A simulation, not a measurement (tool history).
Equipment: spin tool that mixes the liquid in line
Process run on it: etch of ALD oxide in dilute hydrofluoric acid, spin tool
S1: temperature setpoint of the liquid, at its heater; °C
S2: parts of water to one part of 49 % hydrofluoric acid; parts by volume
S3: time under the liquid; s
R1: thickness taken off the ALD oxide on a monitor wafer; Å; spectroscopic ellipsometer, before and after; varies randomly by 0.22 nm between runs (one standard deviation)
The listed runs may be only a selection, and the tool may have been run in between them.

run,hour,S1,S2,S3,R1
1,0,24,100,245,224.9
2,8.1,25,100,245,235.51
3,8.7,26,100,245,245.24
4,11.6,26,75,245,336.98
5,17.4,26,75,260,354.65
6,22.9,26,75,245,335.51
7,24.7,25.5,75,245,327.09
8,32.8,25,75,245,322.21

Estimate the outcome of run 9 from the log above:
9,39.9,24.5,75,245,?

R1: 318.02 Å
